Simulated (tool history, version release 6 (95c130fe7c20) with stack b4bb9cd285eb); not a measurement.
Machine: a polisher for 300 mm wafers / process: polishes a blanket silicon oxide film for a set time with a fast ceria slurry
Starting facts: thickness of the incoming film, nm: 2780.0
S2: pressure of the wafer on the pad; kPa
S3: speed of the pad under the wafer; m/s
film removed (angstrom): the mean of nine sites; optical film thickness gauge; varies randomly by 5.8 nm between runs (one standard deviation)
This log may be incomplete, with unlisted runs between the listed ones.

run 1 hour=0 | flow_of_slurry_(ml/min)=215 S2=15.9 S3=0.76 polishing_time_(s)=57 | film_removed_(angstrom)=4988.6
run 2 hour=2.8 | flow_of_slurry_(ml/min)=250 S2=15.9 S3=0.76 polishing_time_(s)=57 | film_removed_(angstrom)=5066.7
run 3 hour=10.3 | flow_of_slurry_(ml/min)=230 S2=15.9 S3=0.76 polishing_time_(s)=57 | film_removed_(angstrom)=5005.8
run 4 hour=10.9 | flow_of_slurry_(ml/min)=230 S2=13.8 S3=0.76 polishing_time_(s)=57 | film_removed_(angstrom)=4283.9
run 5 hour=16.7 | flow_of_slurry_(ml/min)=230 S2=15.2 S3=0.76 polishing_time_(s)=57 | film_removed_(angstrom)=4856.8
run 6 hour=24.7 | flow_of_slurry_(ml/min)=230 S2=13.1 S3=0.76 polishing_time_(s)=57 | film_removed_(angstrom)=4260.3
run 7 hour=27.9 | flow_of_slurry_(ml/min)=230 S2=14.5 S3=0.76 polishing_time_(s)=57 | film_removed_(angstrom)=4643.4
run 8 hour=29.4 | flow_of_slurry_(ml/min)=230 S2=15.9 S3=0.76 polishing_time_(s)=57 | film_removed_(angstrom)=4941.6

Forecast run 9:
run 9 hour=37.4 | flow_of_slurry_(ml/min)=230 S2=16.5 S3=0.76 polishing_time_(s)=57 | film_removed_(angstrom)=?

Run 9 yielded film removed (angstrom) 5239.7.
